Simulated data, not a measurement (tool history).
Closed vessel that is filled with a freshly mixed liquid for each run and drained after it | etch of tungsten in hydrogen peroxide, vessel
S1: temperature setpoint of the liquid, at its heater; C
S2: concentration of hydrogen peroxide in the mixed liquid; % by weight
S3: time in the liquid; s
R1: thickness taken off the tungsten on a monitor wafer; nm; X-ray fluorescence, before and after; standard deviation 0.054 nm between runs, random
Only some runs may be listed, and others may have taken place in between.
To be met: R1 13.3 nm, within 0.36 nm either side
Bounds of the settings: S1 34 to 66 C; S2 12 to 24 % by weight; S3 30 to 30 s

run,hour,S1,S2,S3,R1
1,0,50,16,30,20.46
2,0.7,49,16,30,19.217
3,2.5,48.5,16,30,18.886
4,9.8,48.5,18,30,19.888
5,14.2,45,18,30,15.805
6,20.2,39.5,18,30,11.273
7,26.5,40,18,30,11.581
8,28.2,41.5,18,30,12.728

4 next moves are on the table. One of them brings every result within its allowed miss. Which?
A,29.9,40.5,18,30,?
B,29.9,40.5,17.5,30,?
C,29.9,41.5,19.5,30,?
D,29.9,40,18.5,30,?

move,R1
A,11.963
B,11.796
C,13.284
D,11.741
A: further off than the last run
B: further off than the last run
C: in spec on every target
D: further off than the last run
Move C is the one to make.
